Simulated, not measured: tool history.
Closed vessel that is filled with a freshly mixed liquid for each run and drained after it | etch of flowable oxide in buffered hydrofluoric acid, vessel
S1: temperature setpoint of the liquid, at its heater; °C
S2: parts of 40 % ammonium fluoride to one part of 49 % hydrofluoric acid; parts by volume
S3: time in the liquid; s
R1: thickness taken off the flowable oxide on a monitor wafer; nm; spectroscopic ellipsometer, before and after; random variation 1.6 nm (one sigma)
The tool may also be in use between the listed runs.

Run 1, hour 0: S1 24 °C, S2 20 parts by volume, S3 100 s. Result: R1 101.77 nm.
Run 2, hour 6.3: S1 25.5 °C, S2 19.5 parts by volume, S3 100 s. Result: R1 111.43 nm.
Run 3, hour 7.4: S1 27.5 °C, S2 19.5 parts by volume, S3 100 s. Result: R1 125.91 nm.
Run 4, hour 11.7: S1 28.5 °C, S2 19.5 parts by volume, S3 100 s. Result: R1 132.94 nm.
Run 5, hour 12.7: S1 29 °C, S2 19.5 parts by volume, S3 100 s. Result: R1 136.38 nm.
Run 6, hour 15.9: S1 29 °C, S2 24.5 parts by volume, S3 100 s. Result: R1 117.95 nm.
Run 7, hour 24.3: S1 29.5 °C, S2 23.5 parts by volume, S3 100 s. Result: R1 122.61 nm.
Run 8, hour 30.6: S1 30 °C, S2 22.5 parts by volume, S3 100 s. Result: R1 127.04 nm.
Run 9, hour 32: S1 30.5 °C, S2 21.5 parts by volume, S3 100 s. Result: R1 137.63 nm.
Run 10, hour 38.5: S1 31 °C, S2 21 parts by volume, S3 100 s. Result: R1 143.56 nm.

Forecast run 11:
Run 11, hour 40.2: S1 31 °C, S2 20.5 parts by volume, S3 100 s. Result: R1 ?.

{"run 11": {"R1": 146.18}}
